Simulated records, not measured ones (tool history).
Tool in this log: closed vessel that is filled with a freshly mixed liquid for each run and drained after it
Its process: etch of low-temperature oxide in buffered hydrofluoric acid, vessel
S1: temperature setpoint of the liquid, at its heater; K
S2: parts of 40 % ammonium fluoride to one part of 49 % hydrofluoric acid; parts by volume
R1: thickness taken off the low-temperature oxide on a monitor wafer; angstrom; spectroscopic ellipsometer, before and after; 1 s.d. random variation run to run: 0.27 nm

{"run": 1, "hour": 0.0, "S1": 296.15, "S2": 7.0, "time in the liquid (s)": 35, "R1": 822.43}
{"run": 2, "hour": 1.3, "S1": 293.15, "S2": 7.0, "time in the liquid (s)": 35, "R1": 706.9}
{"run": 3, "hour": 3.1, "S1": 292.65, "S2": 8.0, "time in the liquid (s)": 35, "R1": 596.3}
{"run": 4, "hour": 4.2, "S1": 292.15, "S2": 8.5, "time in the liquid (s)": 35, "R1": 542.37}
{"run": 5, "hour": 6.3, "S1": 291.65, "S2": 9.0, "time in the liquid (s)": 35, "R1": 498.44}
{"run": 6, "hour": 7.6, "S1": 291.15, "S2": 9.5, "time in the liquid (s)": 35, "R1": 456.58}
{"run": 7, "hour": 12.8, "S1": 291.15, "S2": 10.0, "time in the liquid (s)": 35, "R1": 448.43}
{"run": 8, "hour": 14.3, "S1": 291.15, "S2": 10.5, "time in the liquid (s)": 35, "R1": 426.92}

Estimate the outcome of run 9 from the log above:
{"run": 9, "hour": 22.6, "S1": 290.65, "S2": 11.0, "time in the liquid (s)": 35, "R1": "?"}

Run 9 came out at R1 400.07 angstrom.
